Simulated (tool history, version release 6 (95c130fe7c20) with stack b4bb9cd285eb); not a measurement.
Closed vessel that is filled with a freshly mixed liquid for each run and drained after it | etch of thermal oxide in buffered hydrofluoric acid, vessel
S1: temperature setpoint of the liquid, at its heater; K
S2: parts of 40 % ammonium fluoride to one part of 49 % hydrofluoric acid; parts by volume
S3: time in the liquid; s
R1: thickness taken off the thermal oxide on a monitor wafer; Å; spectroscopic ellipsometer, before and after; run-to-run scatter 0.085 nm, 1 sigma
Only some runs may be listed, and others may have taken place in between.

run  hour      S1    S2  S3      R1
  1   0.0  297.15  21.0  30  164.27
  2   5.1  297.65  21.0  30  168.45
  3   6.9  297.65  15.0  30  230.11
  4  11.2  297.15  15.0  30  223.60
  5  14.9  300.15  15.0  30  264.37
  6  21.2  300.15  15.0  30  264.24
  7  26.4  299.15  15.0  30  251.09

Run 8 has not been measured yet. What should we expect?
  8  28.5  298.15  15.0  30   ?

Run 8 measured R1 236.08 Å.

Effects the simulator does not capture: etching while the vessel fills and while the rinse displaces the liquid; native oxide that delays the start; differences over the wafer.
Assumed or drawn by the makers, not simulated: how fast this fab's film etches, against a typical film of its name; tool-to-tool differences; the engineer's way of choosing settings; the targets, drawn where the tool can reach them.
